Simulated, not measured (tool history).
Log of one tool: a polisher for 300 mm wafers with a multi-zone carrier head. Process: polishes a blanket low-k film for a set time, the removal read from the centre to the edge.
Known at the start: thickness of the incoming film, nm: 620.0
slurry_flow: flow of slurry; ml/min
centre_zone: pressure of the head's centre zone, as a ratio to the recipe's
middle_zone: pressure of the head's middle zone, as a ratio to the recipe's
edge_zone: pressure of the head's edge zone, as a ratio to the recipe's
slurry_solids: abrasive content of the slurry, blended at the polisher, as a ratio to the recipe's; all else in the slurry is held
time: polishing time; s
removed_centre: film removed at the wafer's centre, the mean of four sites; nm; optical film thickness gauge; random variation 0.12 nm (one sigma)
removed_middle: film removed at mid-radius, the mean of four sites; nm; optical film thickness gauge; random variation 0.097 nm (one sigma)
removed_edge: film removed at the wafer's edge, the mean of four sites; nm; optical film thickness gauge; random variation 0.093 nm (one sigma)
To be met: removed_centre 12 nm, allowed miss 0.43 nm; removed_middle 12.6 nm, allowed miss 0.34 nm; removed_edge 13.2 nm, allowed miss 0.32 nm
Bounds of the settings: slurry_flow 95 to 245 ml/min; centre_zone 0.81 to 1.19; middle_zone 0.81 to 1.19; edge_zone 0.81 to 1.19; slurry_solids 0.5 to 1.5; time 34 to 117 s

Run 1, hour 0: slurry_flow 155 ml/min, centre_zone 1, middle_zone 1, edge_zone 1, slurry_solids 1, time 75 s. Result: removed_centre 20.393 nm, removed_middle 20.893 nm, removed_edge 20.651 nm.
Run 2, hour 5.9: slurry_flow 140 ml/min, centre_zone 1, middle_zone 1, edge_zone 1, slurry_solids 1, time 75 s. Result: removed_centre 19.984 nm, removed_middle 20.12 nm, removed_edge 20.03 nm.
Run 3, hour 11.1: slurry_flow 140 ml/min, centre_zone 0.97, middle_zone 1, edge_zone 1, slurry_solids 1, time 75 s. Result: removed_centre 19.667 nm, removed_middle 20.229 nm, removed_edge 20.314 nm.
Run 4, hour 15.5: slurry_flow 140 ml/min, centre_zone 0.97, middle_zone 1, edge_zone 1.08, slurry_solids 1, time 75 s. Result: removed_centre 19.635 nm, removed_middle 19.951 nm, removed_edge 21.022 nm.
Run 5, hour 19.9: slurry_flow 135 ml/min, centre_zone 0.95, middle_zone 0.98, edge_zone 1.04, slurry_solids 0.9, time 73 s. Result: removed_centre 17.901 nm, removed_middle 18.154 nm, removed_edge 19.328 nm.
Run 6, hour 22.1: slurry_flow 160 ml/min, centre_zone 0.95, middle_zone 0.98, edge_zone 1.04, slurry_solids 0.9, time 73 s. Result: removed_centre 18.967 nm, removed_middle 19 nm, removed_edge 19.877 nm.
Run 7, hour 27.4: slurry_flow 115 ml/min, centre_zone 0.85, middle_zone 0.89, edge_zone 0.94, slurry_solids 0.65, time 65 s. Result: removed_centre 12.191 nm, removed_middle 12.6 nm, removed_edge 13.765 nm.
Run 8, hour 35.5: slurry_flow 115 ml/min, centre_zone 0.85, middle_zone 0.89, edge_zone 0.93, slurry_solids 0.65, time 65 s. Result: removed_centre 12.238 nm, removed_middle 12.47 nm, removed_edge 13.584 nm.
Run 9, hour 41.3: slurry_flow 115 ml/min, centre_zone 0.85, middle_zone 0.9, edge_zone 0.92, slurry_solids 0.65, time 65 s. Result: removed_centre 12.086 nm, removed_middle 12.764 nm, removed_edge 13.946 nm.
Run 10, hour 46.7: slurry_flow 115 ml/min, centre_zone 0.87, middle_zone 0.91, edge_zone 0.9, slurry_solids 0.65, time 65 s. Result: removed_centre 12.702 nm, removed_middle 12.86 nm, removed_edge 13.568 nm.

Which of these 4 next moves meets every target?
Run A, hour 52.1: slurry_flow 125 ml/min, centre_zone 0.83, middle_zone 0.96, edge_zone 0.86, slurry_solids 0.65, time 63 s. Result: removed_centre ?, removed_middle ?, removed_edge ?.
Run B, hour 52.1: slurry_flow 120 ml/min, centre_zone 0.86, middle_zone 0.98, edge_zone 0.81, slurry_solids 0.7, time 61 s. Result: removed_centre ?, removed_middle ?, removed_edge ?.
Run C, hour 52.1: slurry_flow 140 ml/min, centre_zone 0.84, middle_zone 0.98, edge_zone 0.95, slurry_solids 0.55, time 61 s. Result: removed_centre ?, removed_middle ?, removed_edge ?.
Run D, hour 52.1: slurry_flow 110 ml/min, centre_zone 0.88, middle_zone 0.91, edge_zone 0.89, slurry_solids 0.6, time 66 s. Result: removed_centre ?, removed_middle ?, removed_edge ?.

move  removed_centre  removed_middle  removed_edge
   A          11.877          13.165        13.012
   B          12.029           13.23        12.557
   C          11.154          12.417        12.525
   D           12.05          12.298        13.062
A: brings the result that was furthest off to its target, and leaves another outside
B: brings the result that was furthest off to its target, and leaves another outside
C: takes the result that was furthest off past its target
D: meets every target
Move D is the one to make.

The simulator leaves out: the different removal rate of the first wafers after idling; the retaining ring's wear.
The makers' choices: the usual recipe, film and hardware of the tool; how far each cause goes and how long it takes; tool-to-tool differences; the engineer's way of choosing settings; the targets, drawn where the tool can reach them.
